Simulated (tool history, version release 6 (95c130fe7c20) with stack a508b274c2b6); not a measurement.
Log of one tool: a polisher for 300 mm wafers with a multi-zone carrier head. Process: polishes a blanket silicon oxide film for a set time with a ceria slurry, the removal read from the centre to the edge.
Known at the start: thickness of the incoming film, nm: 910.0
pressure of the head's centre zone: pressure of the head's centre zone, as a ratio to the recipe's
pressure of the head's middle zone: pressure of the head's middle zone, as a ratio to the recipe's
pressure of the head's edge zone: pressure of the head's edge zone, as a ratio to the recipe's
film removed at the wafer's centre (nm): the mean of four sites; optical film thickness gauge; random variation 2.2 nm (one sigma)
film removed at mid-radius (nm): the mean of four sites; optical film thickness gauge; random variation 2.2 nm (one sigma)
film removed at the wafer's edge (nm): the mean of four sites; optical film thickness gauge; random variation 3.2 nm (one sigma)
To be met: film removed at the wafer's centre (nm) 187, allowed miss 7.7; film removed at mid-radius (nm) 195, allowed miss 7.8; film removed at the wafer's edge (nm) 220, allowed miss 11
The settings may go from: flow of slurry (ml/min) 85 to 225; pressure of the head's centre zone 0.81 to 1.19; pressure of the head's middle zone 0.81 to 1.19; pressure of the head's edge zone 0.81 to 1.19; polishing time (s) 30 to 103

| run | hour | flow of slurry (ml/min) | pressure of the head's centre zone | pressure of the head's middle zone | pressure of the head's edge zone | polishing time (s) | film removed at the wafer's centre (nm) | film removed at mid-radius (nm) | film removed at the wafer's edge (nm) |
|---|---|---|---|---|---|---|---|---|---|
| 1 | 0 | 145 | 1 | 1 | 1 | 66 | 325.86 | 325.8 | 340.17 |
| 2 | 2.7 | 170 | 1 | 1 | 1 | 66 | 331.86 | 337.17 | 346.09 |
| 3 | 7.3 | 170 | 1 | 1.07 | 1 | 66 | 342.99 | 357.63 | 349.48 |
| 4 | 9.1 | 170 | 0.95 | 1.07 | 1 | 66 | 326.07 | 354.54 | 346.05 |
| 5 | 16.5 | 165 | 0.94 | 1.04 | 0.99 | 63 | 303.07 | 326.08 | 320.64 |
| 6 | 23.6 | 160 | 0.92 | 1.01 | 0.99 | 61 | 284.5 | 308.24 | 314.67 |
| 7 | 25.3 | 155 | 0.91 | 0.99 | 0.98 | 58 | 268 | 285.83 | 304.01 |
| 8 | 26.2 | 155 | 0.9 | 0.98 | 0.97 | 55 | 253.09 | 276.43 | 287.84 |
| 9 | 32.3 | 155 | 0.9 | 0.98 | 0.97 | 55 | 248.64 | 273.65 | 276.62 |
| 10 | 40.7 | 150 | 0.9 | 0.96 | 0.97 | 53 | 239.03 | 261.8 | 274.64 |
| 11 | 44 | 145 | 0.9 | 0.94 | 0.96 | 51 | 228.77 | 244.42 | 250.87 |
| 12 | 45.6 | 140 | 0.89 | 0.92 | 0.96 | 50 | 221.21 | 229.78 | 251.99 |
| 13 | 52 | 135 | 0.88 | 0.91 | 0.95 | 50 | 214 | 224.07 | 253.46 |

Which of these 4 next moves meets every target?
| A | 58.4 | 130 | 0.87 | 0.89 | 0.95 | 44 | ? | ? | ? |
| B | 58.4 | 145 | 1.07 | 1.05 | 0.94 | 47 | ? | ? | ? |
| C | 58.4 | 105 | 0.82 | 0.9 | 1.05 | 60 | ? | ? | ? |
| D | 58.4 | 125 | 0.99 | 0.85 | 0.98 | 50 | ? | ? | ? |

| move | film removed at the wafer's centre (nm) | film removed at mid-radius (nm) | film removed at the wafer's edge (nm) |
|---|---|---|---|
| A | 183.57 | 197.92 | 217.3 |
| B | 248.78 | 241.97 | 235.01 |
| C | 220.28 | 256.25 | 294.65 |
| D | 234.93 | 216.04 | 248 |
A: meets every target
B: further off than the last run
C: further off than the last run
D: further off than the last run
Answer: A
